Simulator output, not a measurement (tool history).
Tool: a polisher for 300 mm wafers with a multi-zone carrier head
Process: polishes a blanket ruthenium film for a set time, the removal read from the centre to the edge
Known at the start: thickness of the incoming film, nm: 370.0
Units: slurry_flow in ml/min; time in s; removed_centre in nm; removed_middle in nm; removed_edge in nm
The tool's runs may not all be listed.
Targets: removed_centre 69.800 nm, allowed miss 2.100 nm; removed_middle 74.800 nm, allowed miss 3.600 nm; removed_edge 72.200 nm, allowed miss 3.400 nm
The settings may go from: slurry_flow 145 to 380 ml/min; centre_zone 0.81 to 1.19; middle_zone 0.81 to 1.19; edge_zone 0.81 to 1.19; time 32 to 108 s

run  hour  slurry_flow  centre_zone  middle_zone  edge_zone  time  removed_centre  removed_middle  removed_edge
  1   0.0          245         1.00         1.00       1.00    70         101.250         103.960       104.250
  2   6.6          245         0.98         0.99       0.96    64          89.527          93.039        90.740
  3  10.4          245         0.90         0.99       0.96    64          84.007          92.201        91.046
  4  13.3          245         0.90         0.99       0.96    71          91.158         102.570       102.610
  5  14.6          245         0.90         0.99       0.91    71          92.139         101.760       101.310
  6  22.5          245         0.90         0.99       0.90    65          82.736          93.718        90.110
  7  29.4          245         0.91         0.97       0.89    62          80.468          88.171        84.706
  8  30.0          245         0.90         0.95       0.88    60          77.241          85.577        81.983
  9  39.0          240         0.90         0.93       0.87    58          74.575          80.265        79.719
 10  41.1          240         0.90         0.93       0.86    57          73.540          78.561        76.930
 11  44.9          235         0.90         0.93       0.85    56          72.354          76.518        75.276

Which of these 5 next moves meets every target?
  A  48.7          220         0.92         1.01       0.83    58               ?               ?             ?
  B  48.7          150         1.09         0.93       0.96    53               ?               ?             ?
  C  48.7          175         0.93         0.96       0.85    55               ?               ?             ?
  D  48.7          190         0.81         0.84       0.87    62               ?               ?             ?
  E  48.7          245         0.83         0.97       0.90    57               ?               ?             ?

move  removed_centre  removed_middle  removed_edge
   A          75.934          86.862        77.370
   B          77.006          70.092        72.454
   C          70.156          76.608        72.430
   D          69.717          78.968        83.392
   E          68.236          83.819        79.676
A: further off than the last run
B: further off than the last run
C: meets every target
D: brings the result that was furthest off to its target, and leaves another outside
E: brings the result that was furthest off to its target, and leaves another outside
Move C is the one to make.

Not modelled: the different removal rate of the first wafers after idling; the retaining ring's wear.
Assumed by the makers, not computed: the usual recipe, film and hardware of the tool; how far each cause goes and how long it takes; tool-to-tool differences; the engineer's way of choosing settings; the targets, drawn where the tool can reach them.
